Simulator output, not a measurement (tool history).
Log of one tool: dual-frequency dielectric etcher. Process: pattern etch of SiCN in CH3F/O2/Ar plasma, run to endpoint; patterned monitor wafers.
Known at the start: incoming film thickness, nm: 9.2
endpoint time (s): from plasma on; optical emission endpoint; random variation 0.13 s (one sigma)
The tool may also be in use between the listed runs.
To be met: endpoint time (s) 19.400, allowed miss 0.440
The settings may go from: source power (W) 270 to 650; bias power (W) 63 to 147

Run 1, hour 0.0: source power (W) 460, bias power (W) 105. Result: endpoint time (s) 21.539.
Run 2, hour 5.3: source power (W) 430, bias power (W) 105. Result: endpoint time (s) 22.004.
Run 3, hour 10.6: source power (W) 460, bias power (W) 107. Result: endpoint time (s) 21.318.
Run 4, hour 16.3: source power (W) 460, bias power (W) 96. Result: endpoint time (s) 22.217.
Run 5, hour 23.4: source power (W) 490, bias power (W) 96. Result: endpoint time (s) 21.788.
Run 6, hour 31.4: source power (W) 490, bias power (W) 114. Result: endpoint time (s) 20.663.
Run 7, hour 33.0: source power (W) 500, bias power (W) 115. Result: endpoint time (s) 20.134.
Run 8, hour 39.2: source power (W) 510, bias power (W) 115. Result: endpoint time (s) 20.314.
Run 9, hour 43.2: source power (W) 520, bias power (W) 116. Result: endpoint time (s) 19.924.

5 next moves are on the table. One of them brings every result within its allowed miss. Which?
Run A, hour 47.2: source power (W) 570, bias power (W) 127. Result: endpoint time (s) ?.
Run B, hour 47.2: source power (W) 540, bias power (W) 123. Result: endpoint time (s) ?.
Run C, hour 47.2: source power (W) 590, bias power (W) 137. Result: endpoint time (s) ?.
Run D, hour 47.2: source power (W) 490, bias power (W) 110. Result: endpoint time (s) ?.
Run E, hour 47.2: source power (W) 600, bias power (W) 133. Result: endpoint time (s) ?.

move  endpoint time (s)
   A             18.830
   B             19.383
   C             18.173
   D             20.739
   E             18.230
A: takes the result that was furthest off past its target
B: meets every target
C: takes the result that was furthest off past its target
D: further off than the last run
E: takes the result that was furthest off past its target
Move B is the one to make.
